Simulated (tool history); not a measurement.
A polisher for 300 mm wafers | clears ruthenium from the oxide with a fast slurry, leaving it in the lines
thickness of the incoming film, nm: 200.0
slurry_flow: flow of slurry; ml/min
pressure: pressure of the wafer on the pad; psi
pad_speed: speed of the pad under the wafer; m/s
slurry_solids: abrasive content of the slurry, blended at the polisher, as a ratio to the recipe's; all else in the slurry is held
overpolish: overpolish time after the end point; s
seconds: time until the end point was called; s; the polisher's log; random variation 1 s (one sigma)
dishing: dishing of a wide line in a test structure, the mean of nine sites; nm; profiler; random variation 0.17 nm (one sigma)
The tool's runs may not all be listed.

run  hour  slurry_flow  pressure  pad_speed  slurry_solids  overpolish  seconds  dishing
  1   0.0          305       3.4       0.94           1.00          20   41.974   39.187
  2   4.0          305       3.4       0.94           1.15          20   39.567   38.870
  3   9.1          365       3.4       0.94           1.15          20   39.017   40.035
  4  15.5          365       3.4       1.14           1.15          20   32.605   41.595
  5  24.3          320       3.4       1.14           1.15          20   32.859   40.728
  6  26.0          320       3.4       1.04           1.15          20   35.475   41.149
  7  28.8          360       2.9       1.00           0.95          16   47.951   33.640
  8  37.5          315       2.5       1.00           0.85          13   56.764   27.363
  9  40.7          280       2.2       1.00           0.75          11   67.925   21.449
 10  48.4          255       2.0       1.04           0.70          10   75.818   18.408
 11  52.6          235       1.9       1.10           0.65           9   78.556   17.170
 12  57.9          220       1.8       1.14           0.60           8   83.341   14.294
 13  65.1          210       1.7       1.18           0.55           7   90.370   12.604
 14  73.0          205       1.7       1.22           0.55           7   86.565   12.611
 15  73.8          200       1.7       1.24           0.55           7   85.184   13.105
 16  78.4          195       1.6       1.28           0.55           7   88.659   12.173
 17  83.4          190       1.6       1.30           0.55           7   88.435   13.039

The next listed run, before its measurement:
 18  86.8          190       1.7       1.24           0.55           7        ?        ?

{"run 18": {"seconds": 86.991, "dishing": 12.497}}

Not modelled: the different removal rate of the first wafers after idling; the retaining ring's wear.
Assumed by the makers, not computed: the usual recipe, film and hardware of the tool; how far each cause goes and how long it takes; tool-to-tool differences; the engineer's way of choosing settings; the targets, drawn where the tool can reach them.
